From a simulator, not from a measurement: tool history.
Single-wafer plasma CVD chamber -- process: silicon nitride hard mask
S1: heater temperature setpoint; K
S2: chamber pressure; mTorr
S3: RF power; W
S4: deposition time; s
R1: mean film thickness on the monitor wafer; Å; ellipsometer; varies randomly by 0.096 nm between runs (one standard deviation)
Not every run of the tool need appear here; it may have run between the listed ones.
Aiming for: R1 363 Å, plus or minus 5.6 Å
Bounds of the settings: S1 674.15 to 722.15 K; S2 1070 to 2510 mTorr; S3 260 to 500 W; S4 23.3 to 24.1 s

{"run": 1, "hour": 0.0, "S1": 698.15, "S2": 1790, "S3": 380, "S4": 23.3, "R1": 330.97}
{"run": 2, "hour": 5.5, "S1": 698.15, "S2": 1790, "S3": 340, "S4": 23.3, "R1": 315.7}
{"run": 3, "hour": 13.7, "S1": 698.15, "S2": 1790, "S3": 315, "S4": 23.3, "R1": 302.59}
{"run": 4, "hour": 15.3, "S1": 691.15, "S2": 1790, "S3": 315, "S4": 23.3, "R1": 304.27}
{"run": 5, "hour": 18.9, "S1": 691.15, "S2": 1790, "S3": 315, "S4": 23.3, "R1": 305.12}
{"run": 6, "hour": 20.3, "S1": 691.15, "S2": 1790, "S3": 360, "S4": 23.3, "R1": 324.63}
{"run": 7, "hour": 24.5, "S1": 691.15, "S2": 1960, "S3": 365, "S4": 23.3, "R1": 335.66}
{"run": 8, "hour": 29.5, "S1": 691.15, "S2": 2080, "S3": 370, "S4": 23.3, "R1": 342.39}
{"run": 9, "hour": 32.3, "S1": 691.15, "S2": 2180, "S3": 375, "S4": 23.3, "R1": 351.42}
{"run": 10, "hour": 38.3, "S1": 691.15, "S2": 2230, "S3": 375, "S4": 23.3, "R1": 354.47}
{"run": 11, "hour": 44.2, "S1": 691.15, "S2": 2270, "S3": 375, "S4": 23.3, "R1": 353.76}
{"run": 12, "hour": 46.5, "S1": 691.15, "S2": 2320, "S3": 375, "S4": 23.3, "R1": 356.77}

Of the 5 settings listed for the next run, only one would bring every result within its allowed miss of target. Which one?
{"run": "A", "hour": 48.8, "S1": 690.15, "S2": 1710, "S3": 435, "S4": 23.3, "R1": "?"}
{"run": "B", "hour": 48.8, "S1": 689.15, "S2": 2210, "S3": 375, "S4": 23.9, "R1": "?"}
{"run": "C", "hour": 48.8, "S1": 693.15, "S2": 2120, "S3": 355, "S4": 24.1, "R1": "?"}
{"run": "D", "hour": 48.8, "S1": 688.15, "S2": 2320, "S3": 410, "S4": 23.6, "R1": "?"}
{"run": "E", "hour": 48.8, "S1": 689.15, "S2": 2200, "S3": 375, "S4": 23.3, "R1": "?"}

move=A R1=348.13
move=B R1=360.61
move=C R1=349.57
move=D R1=376.33
move=E R1=351.13
A: further off than the last run
B: meets every target
C: further off than the last run
D: takes the biggest miss from the last run beyond its target
E: further off than the last run
The move that meets every target is B.
